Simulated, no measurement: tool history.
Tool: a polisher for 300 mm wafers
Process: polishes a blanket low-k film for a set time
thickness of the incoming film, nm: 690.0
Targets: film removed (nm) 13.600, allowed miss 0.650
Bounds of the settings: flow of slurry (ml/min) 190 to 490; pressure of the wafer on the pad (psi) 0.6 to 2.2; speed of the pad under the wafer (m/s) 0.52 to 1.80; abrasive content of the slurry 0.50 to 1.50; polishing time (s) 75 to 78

| run | hour | flow of slurry (ml/min) | pressure of the wafer on the pad (psi) | speed of the pad under the wafer (m/s) | abrasive content of the slurry | polishing time (s) | film removed (nm) |
|---|---|---|---|---|---|---|---|
| 1 | 0.0 | 315 | 1.4 | 1.16 | 1.00 | 75 | 22.942 |
| 2 | 1.1 | 315 | 1.3 | 1.14 | 1.00 | 75 | 20.974 |
| 3 | 3.5 | 315 | 1.2 | 1.14 | 1.00 | 75 | 19.672 |
| 4 | 9.2 | 315 | 1.2 | 1.14 | 0.90 | 75 | 18.517 |
| 5 | 16.0 | 315 | 1.4 | 1.14 | 0.90 | 75 | 21.648 |
| 6 | 19.5 | 315 | 1.4 | 1.14 | 0.90 | 78 | 21.865 |
| 7 | 20.3 | 315 | 1.0 | 1.08 | 0.90 | 78 | 15.435 |
| 8 | 21.7 | 315 | 1.0 | 1.08 | 0.90 | 78 | 15.685 |
| 9 | 29.8 | 315 | 0.8 | 1.06 | 0.90 | 78 | 12.723 |

Which of these 5 next moves meets every target?
| A | 37.9 | 275 | 1.0 | 1.18 | 0.85 | 77 | ? |
| B | 37.9 | 285 | 1.2 | 1.02 | 0.70 | 78 | ? |
| C | 37.9 | 205 | 1.3 | 1.38 | 0.60 | 78 | ? |
| D | 37.9 | 260 | 0.9 | 0.96 | 0.95 | 78 | ? |
| E | 37.9 | 345 | 1.2 | 0.94 | 0.60 | 77 | ? |

| move | film removed (nm) |
|---|---|
| A | 15.727 |
| B | 15.099 |
| C | 15.868 |
| D | 13.925 |
| E | 12.461 |
A: takes the result that was furthest off past its target
B: takes the result that was furthest off past its target
C: takes the result that was furthest off past its target
D: meets every target
E: further off than the last run
The right move is D.

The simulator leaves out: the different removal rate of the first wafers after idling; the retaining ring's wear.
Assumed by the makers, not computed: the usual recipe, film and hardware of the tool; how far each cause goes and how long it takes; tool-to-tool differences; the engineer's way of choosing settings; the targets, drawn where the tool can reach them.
